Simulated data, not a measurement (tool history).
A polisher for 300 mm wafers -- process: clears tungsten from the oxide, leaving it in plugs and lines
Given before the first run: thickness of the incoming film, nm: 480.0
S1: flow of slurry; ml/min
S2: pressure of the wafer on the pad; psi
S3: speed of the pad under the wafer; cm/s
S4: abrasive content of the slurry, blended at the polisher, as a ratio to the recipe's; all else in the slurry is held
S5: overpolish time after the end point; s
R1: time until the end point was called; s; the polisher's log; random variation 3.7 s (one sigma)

{"run": 1, "hour": 0.0, "S1": 280, "S2": 2.3, "S3": 110, "S4": 1, "S5": 45, "R1": 168.26}
{"run": 2, "hour": 1.8, "S1": 280, "S2": 2.3, "S3": 110, "S4": 1, "S5": 49, "R1": 171.05}
{"run": 3, "hour": 5.3, "S1": 280, "S2": 2, "S3": 102, "S4": 1, "S5": 49, "R1": 207.36}
{"run": 4, "hour": 13.0, "S1": 280, "S2": 1.7, "S3": 94, "S4": 1, "S5": 49, "R1": 263.3}
{"run": 5, "hour": 15.2, "S1": 280, "S2": 1.7, "S3": 94, "S4": 1, "S5": 45, "R1": 258.56}
{"run": 6, "hour": 16.4, "S1": 280, "S2": 1.5, "S3": 90, "S4": 1, "S5": 45, "R1": 309.79}

Run 7 comes next. What will it give?
{"run": 7, "hour": 23.4, "S1": 280, "S2": 1.4, "S3": 90, "S4": 1, "S5": 45, "R1": "?"}

{"run 7": {"R1": 328.68}}

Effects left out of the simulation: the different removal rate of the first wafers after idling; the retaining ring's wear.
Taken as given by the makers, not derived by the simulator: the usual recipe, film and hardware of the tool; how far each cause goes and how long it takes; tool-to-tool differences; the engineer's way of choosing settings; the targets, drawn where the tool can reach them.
